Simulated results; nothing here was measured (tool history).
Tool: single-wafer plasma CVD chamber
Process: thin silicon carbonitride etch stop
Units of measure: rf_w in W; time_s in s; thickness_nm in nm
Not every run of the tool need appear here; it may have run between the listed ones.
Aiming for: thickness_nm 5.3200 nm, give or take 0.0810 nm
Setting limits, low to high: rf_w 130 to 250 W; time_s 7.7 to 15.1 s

{"run": 1, "day": 0.0, "rf_w": 190, "time_s": 11.4, "thickness_nm": 6.4119}
{"run": 2, "day": 0.042, "rf_w": 210, "time_s": 11.4, "thickness_nm": 6.5859}
{"run": 3, "day": 0.35, "rf_w": 235, "time_s": 11.4, "thickness_nm": 6.7971}
{"run": 4, "day": 0.379, "rf_w": 235, "time_s": 10.3, "thickness_nm": 6.1482}
{"run": 5, "day": 0.483, "rf_w": 225, "time_s": 10.2, "thickness_nm": 6.0329}
{"run": 6, "day": 0.721, "rf_w": 215, "time_s": 10.1, "thickness_nm": 5.8807}
{"run": 7, "day": 0.912, "rf_w": 210, "time_s": 10.0, "thickness_nm": 5.7721}
{"run": 8, "day": 1.05, "rf_w": 205, "time_s": 10.0, "thickness_nm": 5.7614}
{"day": 1.417, "done": "thermocouple changed; heater temperature recalibrated"}
{"run": 9, "day": 1.417, "rf_w": 200, "time_s": 10.0, "thickness_nm": 5.7124}

5 candidate next runs follow, results not yet known. Just one meets every target within its allowed miss. Identify it.
{"run": "A", "day": 1.783, "rf_w": 205, "time_s": 9.6, "thickness_nm": "?"}
{"run": "B", "day": 1.783, "rf_w": 200, "time_s": 9.0, "thickness_nm": "?"}
{"run": "C", "day": 1.783, "rf_w": 215, "time_s": 9.1, "thickness_nm": "?"}
{"run": "D", "day": 1.783, "rf_w": 145, "time_s": 10.4, "thickness_nm": "?"}
{"run": "E", "day": 1.783, "rf_w": 200, "time_s": 8.9, "thickness_nm": "?"}

move=A thickness_nm=5.5174
move=B thickness_nm=5.1383
move=C thickness_nm=5.2977
move=D thickness_nm=5.4550
move=E thickness_nm=5.0812
A: moves toward the targets from the last run without getting all of them in spec
B: carries the result that was furthest off beyond its target, to the other side
C: hits every target within its allowed miss
D: moves toward the targets from the last run without getting all of them in spec
E: carries the result that was furthest off beyond its target, to the other side
Move C is the one to make.
